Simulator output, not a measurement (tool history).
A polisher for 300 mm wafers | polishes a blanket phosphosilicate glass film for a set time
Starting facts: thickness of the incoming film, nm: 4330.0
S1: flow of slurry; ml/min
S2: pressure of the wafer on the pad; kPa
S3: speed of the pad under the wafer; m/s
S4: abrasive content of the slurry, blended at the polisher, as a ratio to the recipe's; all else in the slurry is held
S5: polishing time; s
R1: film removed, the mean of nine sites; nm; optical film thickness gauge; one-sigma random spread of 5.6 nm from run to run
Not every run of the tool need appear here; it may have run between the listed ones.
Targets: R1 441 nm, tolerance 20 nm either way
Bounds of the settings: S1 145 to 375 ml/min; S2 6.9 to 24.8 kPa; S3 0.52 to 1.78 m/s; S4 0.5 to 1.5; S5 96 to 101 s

run 1 day=0 | S1=240 S2=15.9 S3=1.14 S4=1 S5=96 | R1=790.38
run 2 day=0.15 | S1=240 S2=15.9 S3=1.42 S4=1 S5=96 | R1=954.49
run 3 day=0.225 | S1=240 S2=15.9 S3=1.3 S4=1 S5=96 | R1=867.68
run 4 day=0.279 | S1=240 S2=14.5 S3=1.28 S4=1 S5=96 | R1=834.69
run 5 day=0.379 | S1=240 S2=13.1 S3=1.2 S4=1 S5=96 | R1=737.26
run 6 day=0.596 | S1=200 S2=13.1 S3=1.2 S4=1 S5=96 | R1=726.54
run 7 day=0.921 | S1=200 S2=12.4 S3=1.14 S4=1 S5=96 | R1=678.01
run 8 day=1.029 | S1=200 S2=11.7 S3=1.1 S4=1 S5=96 | R1=644.95
run 9 day=1.3 | S1=200 S2=11 S3=1.06 S4=1 S5=96 | R1=597.8
run 10 day=1.45 | S1=200 S2=10.3 S3=1.04 S4=1 S5=96 | R1=579.25
run 11 day=1.583 | S1=200 S2=9.7 S3=1 S4=1 S5=96 | R1=539.47
run 12 day=1.95 | S1=200 S2=9 S3=0.98 S4=1 S5=96 | R1=503.63
run 13 day=2.125 | S1=200 S2=7.6 S3=0.96 S4=1 S5=96 | R1=469.86
run 14 day=2.433 | S1=200 S2=7.6 S3=0.96 S4=1 S5=96 | R1=475.7

4 candidate next runs follow, results not yet known. Just one meets every target within its allowed miss. Identify it.
run A day=2.742 | S1=145 S2=6.9 S3=0.82 S4=1.25 S5=101 | R1=?
run B day=2.742 | S1=220 S2=9 S3=0.92 S4=0.95 S5=99 | R1=?
run C day=2.742 | S1=165 S2=7.6 S3=1.16 S4=1 S5=96 | R1=?
run D day=2.742 | S1=155 S2=7.6 S3=1.04 S4=1.05 S5=101 | R1=?

move=A R1=448.86
move=B R1=495.1
move=C R1=531.9
move=D R1=521.9
A: every result lands within tolerance
B: moves away from the targets compared with the last run
C: moves away from the targets compared with the last run
D: moves away from the targets compared with the last run
Move A is the one to make.
